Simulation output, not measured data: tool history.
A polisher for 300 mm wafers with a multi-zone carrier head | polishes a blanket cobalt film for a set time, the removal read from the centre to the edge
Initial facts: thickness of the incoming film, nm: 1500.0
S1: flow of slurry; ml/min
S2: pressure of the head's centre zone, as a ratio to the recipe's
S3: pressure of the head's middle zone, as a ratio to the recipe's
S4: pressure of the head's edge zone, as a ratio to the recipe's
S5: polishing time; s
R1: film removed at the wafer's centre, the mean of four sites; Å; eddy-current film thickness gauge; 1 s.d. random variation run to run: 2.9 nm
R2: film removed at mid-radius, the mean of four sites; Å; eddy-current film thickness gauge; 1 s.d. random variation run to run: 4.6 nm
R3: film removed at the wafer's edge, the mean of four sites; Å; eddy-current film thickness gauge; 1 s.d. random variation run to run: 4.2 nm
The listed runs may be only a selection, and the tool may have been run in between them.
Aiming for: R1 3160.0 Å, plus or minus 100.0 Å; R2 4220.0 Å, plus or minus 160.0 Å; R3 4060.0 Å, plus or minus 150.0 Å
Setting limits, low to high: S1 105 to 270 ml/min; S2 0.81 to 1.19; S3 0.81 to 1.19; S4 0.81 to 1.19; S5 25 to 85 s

| run | hour | S1 | S2 | S3 | S4 | S5 | R1 | R2 | R3 |
|---|---|---|---|---|---|---|---|---|---|
| 1 | 0.0 | 175 | 1.00 | 1.00 | 1.00 | 55 | 2906.0 | 2952.1 | 3031.4 |
| 2 | 4.8 | 180 | 0.97 | 1.04 | 1.04 | 57 | 2995.8 | 3212.8 | 3242.0 |
| 3 | 12.1 | 190 | 0.94 | 1.07 | 1.07 | 58 | 2961.1 | 3325.9 | 3369.2 |
| 4 | 19.1 | 190 | 0.94 | 1.07 | 1.02 | 58 | 2926.5 | 3336.2 | 3314.9 |
| 5 | 20.1 | 195 | 0.92 | 1.10 | 1.04 | 60 | 3034.1 | 3477.9 | 3502.2 |
|  | 22.4 | slurry nozzle cleaned |
| 6 | 22.4 | 195 | 1.00 | 1.10 | 1.04 | 60 | 3562.3 | 3802.8 | 3709.5 |
| 7 | 28.4 | 185 | 0.96 | 1.12 | 1.04 | 62 | 3545.7 | 4066.6 | 3729.0 |
| 8 | 30.9 | 190 | 0.93 | 1.14 | 1.06 | 63 | 3484.0 | 4178.3 | 3867.5 |

Of the 5 settings listed for the next run, only one would bring every result within its allowed miss of target. Which one?
| A | 33.4 | 260 | 0.99 | 1.06 | 1.08 | 66 | ? | ? | ? |
| B | 33.4 | 205 | 0.81 | 1.10 | 1.07 | 66 | ? | ? | ? |
| C | 33.4 | 270 | 0.86 | 1.08 | 1.03 | 65 | ? | ? | ? |
| D | 33.4 | 190 | 0.91 | 1.17 | 1.04 | 60 | ? | ? | ? |
| E | 33.4 | 240 | 0.86 | 1.02 | 1.05 | 65 | ? | ? | ? |

| move | R1 | R2 | R3 |
|---|---|---|---|
| A | 4035.2 | 4263.5 | 4267.9 |
| B | 3186.5 | 4272.6 | 4149.6 |
| C | 3464.8 | 4287.6 | 4117.6 |
| D | 3218.0 | 4047.4 | 3684.7 |
| E | 3411.2 | 4028.7 | 4117.3 |
A: further off than the last run
B: all results in spec
C: nearer than the last run, and not there yet
D: the worst result of the last run now meets its target, but another is out of spec
E: nearer than the last run, and not there yet
B is the move that brings every result within its allowed miss.
